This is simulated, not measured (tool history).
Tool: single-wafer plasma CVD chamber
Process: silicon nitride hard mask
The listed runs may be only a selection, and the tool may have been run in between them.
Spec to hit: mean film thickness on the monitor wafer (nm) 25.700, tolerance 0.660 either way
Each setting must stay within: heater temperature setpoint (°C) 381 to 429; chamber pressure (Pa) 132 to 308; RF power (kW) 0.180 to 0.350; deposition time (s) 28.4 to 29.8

| run | hour | heater temperature setpoint (°C) | chamber pressure (Pa) | RF power (kW) | deposition time (s) | mean film thickness on the monitor wafer (nm) |
|---|---|---|---|---|---|---|
| 1 | 0.0 | 405 | 220 | 0.265 | 29.8 | 29.865 |
| 2 | 8.6 | 416 | 220 | 0.265 | 29.8 | 29.667 |
| 3 | 14.9 | 425 | 220 | 0.265 | 29.8 | 29.294 |
| 4 | 22.5 | 425 | 204 | 0.260 | 29.7 | 28.201 |
| 5 | 25.9 | 425 | 204 | 0.260 | 29.8 | 28.340 |
| 6 | 32.0 | 418 | 204 | 0.260 | 29.8 | 28.441 |
| 7 | 35.4 | 418 | 160 | 0.240 | 29.6 | 24.562 |
| 8 | 36.5 | 418 | 165 | 0.240 | 29.6 | 24.683 |
| 9 | 41.0 | 418 | 171 | 0.240 | 29.6 | 25.086 |

Consider the 4 candidate settings below. Which is the only one whose results all fall within their allowed miss of target?
| A | 45.5 | 416 | 189 | 0.235 | 28.4 | ? |
| B | 45.5 | 420 | 145 | 0.240 | 29.8 | ? |
| C | 45.5 | 409 | 180 | 0.245 | 29.1 | ? |
| D | 45.5 | 419 | 155 | 0.255 | 28.4 | ? |

| move | mean film thickness on the monitor wafer (nm) |
|---|---|
| A | 23.998 |
| B | 23.857 |
| C | 25.346 |
| D | 24.532 |
A: lands further from the targets than the last run did
B: lands further from the targets than the last run did
C: hits every target within its allowed miss
D: lands further from the targets than the last run did
Move C is the one to make.
